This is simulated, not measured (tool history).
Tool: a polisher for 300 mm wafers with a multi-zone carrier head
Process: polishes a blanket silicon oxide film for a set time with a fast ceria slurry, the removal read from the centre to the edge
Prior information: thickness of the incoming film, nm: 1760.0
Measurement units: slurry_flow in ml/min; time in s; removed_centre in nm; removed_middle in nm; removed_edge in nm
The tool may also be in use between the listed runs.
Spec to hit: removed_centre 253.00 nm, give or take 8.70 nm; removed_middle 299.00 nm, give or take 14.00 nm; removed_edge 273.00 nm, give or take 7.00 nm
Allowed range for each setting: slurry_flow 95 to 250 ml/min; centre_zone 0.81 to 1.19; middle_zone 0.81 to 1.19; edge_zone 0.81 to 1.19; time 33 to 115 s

run  hour  slurry_flow  centre_zone  middle_zone  edge_zone  time  removed_centre  removed_middle  removed_edge
  1   0.0          160         1.00         1.00       1.00    73          446.19          440.14        432.56
  2   5.3          160         1.03         1.00       1.00    73          445.21          454.37        434.97
  3   8.1          160         1.03         1.00       1.00    84          511.45          517.97        495.82
  4  17.0          160         1.08         1.00       1.00    84          539.97          507.49        502.11
  5  24.1          160         1.08         1.00       1.00    91          579.85          565.39        547.15
  6  28.7          160         1.08         1.00       1.00    81          520.32          488.82        490.12
  7  35.5          145         1.00         0.99       0.98    70          415.34          420.22        408.42
  8  38.6          135         0.95         0.99       0.96    62          342.78          365.28        354.47
  9  44.5          130         0.92         0.99       0.92    58          314.40          341.72        331.04
 10  49.8          120         0.86         1.05       0.84    44          221.61          272.27        236.73
 11  57.3          140         0.86         1.04       0.86    44          223.47          265.27        242.39

Consider the 4 candidate settings below. Which is the only one whose results all fall within their allowed miss of target?
  A  64.8          140         0.81         1.15       0.89    47               ?               ?             ?
  B  64.8          160         1.06         0.93       0.82    43               ?               ?             ?
  C  64.8          140         0.82         0.98       0.81    51               ?               ?             ?
  D  64.8          150         0.86         0.99       0.84    52               ?               ?             ?

move  removed_centre  removed_middle  removed_edge
   A          230.10          319.75        258.16
   B          268.44          248.15        231.10
   C          251.91          302.78        269.21
   D          269.81          314.01        280.61
A: nearer than the last run, and not there yet
B: further off than the last run
C: all results in spec
D: pushes the last run's worst result past its target
Correct choice: C, which meets every target
